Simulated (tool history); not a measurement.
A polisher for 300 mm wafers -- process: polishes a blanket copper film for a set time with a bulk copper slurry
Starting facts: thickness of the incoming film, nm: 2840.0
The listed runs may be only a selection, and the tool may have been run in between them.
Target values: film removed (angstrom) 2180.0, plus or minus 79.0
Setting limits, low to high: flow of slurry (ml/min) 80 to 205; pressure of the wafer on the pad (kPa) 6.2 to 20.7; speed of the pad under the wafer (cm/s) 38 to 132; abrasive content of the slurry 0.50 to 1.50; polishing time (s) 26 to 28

run	day	flow of slurry (ml/min)	pressure of the wafer on the pad (kPa)	speed of the pad under the wafer (cm/s)	abrasive content of the slurry	polishing time (s)	film removed (angstrom)
1	0.000	135	13.1	84	1.00	28	1455.4
2	0.371	140	13.8	84	1.00	28	1514.4
3	0.396	140	13.8	68	1.00	28	1275.9
4	0.621	140	15.2	68	1.00	28	1364.3
5	0.925	140	15.9	70	1.00	28	1486.6
6	1.083	140	15.9	54	1.00	28	1167.9
7	1.412	145	16.5	58	1.00	28	1327.3
8	1.683	150	17.2	60	1.00	28	1398.9
9	1.708	150	17.9	64	1.00	28	1523.8
10	2.033	150	18.6	66	1.00	28	1634.1
11	2.088	150	19.3	68	1.00	28	1775.2
12	2.138	150	19.3	70	1.00	28	1811.7
13	2.500	150	19.3	72	1.00	28	1865.5
14	2.654	150	19.3	74	1.00	28	1915.3
15	3.025	150	20.0	76	1.00	28	2010.5

Pick the move, out of 5, that brings all results within their allowed miss; only one does.
A	3.396	130	20.7	64	1.00	27	?
B	3.396	170	20.7	88	0.55	28	?
C	3.396	105	17.2	92	1.00	26	?
D	3.396	170	19.3	90	1.00	28	?
E	3.396	170	20.7	72	1.15	27	?

move	film removed (angstrom)
A	1665.3
B	2133.2
C	1755.5
D	2292.6
E	1997.9
A: misses by more than the last run did
B: all results land within tolerance of their targets
C: misses by more than the last run did
D: the result that was furthest off in the last run now lies on the other side of its target
E: misses by more than the last run did
So the answer is move B, the one that meets all the targets.

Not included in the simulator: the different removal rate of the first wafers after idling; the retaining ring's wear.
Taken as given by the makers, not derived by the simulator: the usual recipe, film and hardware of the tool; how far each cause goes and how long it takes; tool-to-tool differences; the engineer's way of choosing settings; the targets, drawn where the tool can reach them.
